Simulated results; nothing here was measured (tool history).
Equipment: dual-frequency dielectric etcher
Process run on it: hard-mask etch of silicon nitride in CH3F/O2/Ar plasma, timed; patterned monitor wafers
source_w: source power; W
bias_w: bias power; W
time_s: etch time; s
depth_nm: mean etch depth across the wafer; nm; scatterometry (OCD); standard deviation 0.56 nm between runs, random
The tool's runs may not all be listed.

Run 1, hour 0: source_w 430 W, bias_w 79 W, time_s 172.5 s. Result: depth_nm 126.4 nm.
Run 2, hour 7: source_w 430 W, bias_w 79 W, time_s 159.5 s. Result: depth_nm 117.14 nm.
Run 3, hour 15.6: source_w 460 W, bias_w 81 W, time_s 160 s. Result: depth_nm 121.21 nm.
Run 4, hour 20.3: source_w 460 W, bias_w 81 W, time_s 172.5 s. Result: depth_nm 130.62 nm.
Run 5, hour 23: source_w 480 W, bias_w 82 W, time_s 172.5 s. Result: depth_nm 133.9 nm.
Run 6, hour 30.8: source_w 410 W, bias_w 82 W, time_s 172.5 s. Result: depth_nm 125.84 nm.

Expected results for the next run?
Run 7, hour 33.1: source_w 500 W, bias_w 88 W, time_s 172.5 s. Result: depth_nm ?.

Run 7 produced depth_nm 139.87 nm.
